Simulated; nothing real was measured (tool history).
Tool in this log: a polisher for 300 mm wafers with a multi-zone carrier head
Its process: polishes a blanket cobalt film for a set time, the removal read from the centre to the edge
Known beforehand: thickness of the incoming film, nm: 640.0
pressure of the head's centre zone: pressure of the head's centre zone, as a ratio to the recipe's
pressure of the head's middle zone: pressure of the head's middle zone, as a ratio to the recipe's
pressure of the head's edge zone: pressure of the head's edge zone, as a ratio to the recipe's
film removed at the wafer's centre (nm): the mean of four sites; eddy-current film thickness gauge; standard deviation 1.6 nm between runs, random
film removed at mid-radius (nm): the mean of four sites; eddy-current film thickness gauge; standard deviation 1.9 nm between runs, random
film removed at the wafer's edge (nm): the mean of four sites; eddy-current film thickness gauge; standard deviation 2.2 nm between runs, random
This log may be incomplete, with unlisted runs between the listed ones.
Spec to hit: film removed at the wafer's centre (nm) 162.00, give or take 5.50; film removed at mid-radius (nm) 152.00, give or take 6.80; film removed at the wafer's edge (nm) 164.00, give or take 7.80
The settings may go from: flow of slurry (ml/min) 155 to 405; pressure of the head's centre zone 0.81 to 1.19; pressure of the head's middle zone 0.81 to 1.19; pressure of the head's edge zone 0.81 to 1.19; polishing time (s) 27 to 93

run,hour,flow of slurry (ml/min),pressure of the head's centre zone,pressure of the head's middle zone,pressure of the head's edge zone,polishing time (s),film removed at the wafer's centre (nm),film removed at mid-radius (nm),film removed at the wafer's edge (nm)
1,0.0,260,1.00,1.00,1.00,59,247.71,247.40,259.18
2,4.6,230,1.00,1.00,1.00,59,245.59,241.75,255.19
3,9.1,230,1.00,1.00,1.00,45,190.36,186.83,198.43
4,12.7,230,1.00,0.93,1.00,45,187.70,176.45,193.63
5,16.0,230,1.07,0.93,1.00,45,202.95,178.75,195.74
6,24.8,225,1.03,0.90,0.96,44,191.03,168.81,191.14
7,25.6,230,0.99,0.94,0.89,35,145.43,135.58,145.03
8,34.2,230,1.00,0.95,0.93,35,144.95,141.37,144.43
9,39.2,230,1.01,0.94,0.97,35,148.15,138.36,150.67
10,46.0,230,1.02,0.96,0.99,36,154.99,140.80,156.96

Pick the move, out of 5, that brings all results within their allowed miss; only one does.
A,52.8,260,1.04,0.98,1.04,37,?,?,?
B,52.8,225,0.96,0.95,1.02,37,?,?,?
C,52.8,325,1.13,0.90,1.09,34,?,?,?
D,52.8,230,1.04,1.11,0.81,37,?,?,?
E,52.8,245,1.19,0.87,1.10,33,?,?,?

move,film removed at the wafer's centre (nm),film removed at mid-radius (nm),film removed at the wafer's edge (nm)
A,162.01,152.03,165.94
B,146.85,146.36,162.51
C,165.55,133.98,158.72
D,159.79,164.75,146.11
E,164.24,123.51,151.69
A: in spec on every target
B: brings the last run's worst result on target, with another outside its allowed miss
C: its largest miss is bigger than the last run's
D: the result that was furthest off in the last run now lies on the other side of its target
E: its largest miss is bigger than the last run's
Move A is the one to make.

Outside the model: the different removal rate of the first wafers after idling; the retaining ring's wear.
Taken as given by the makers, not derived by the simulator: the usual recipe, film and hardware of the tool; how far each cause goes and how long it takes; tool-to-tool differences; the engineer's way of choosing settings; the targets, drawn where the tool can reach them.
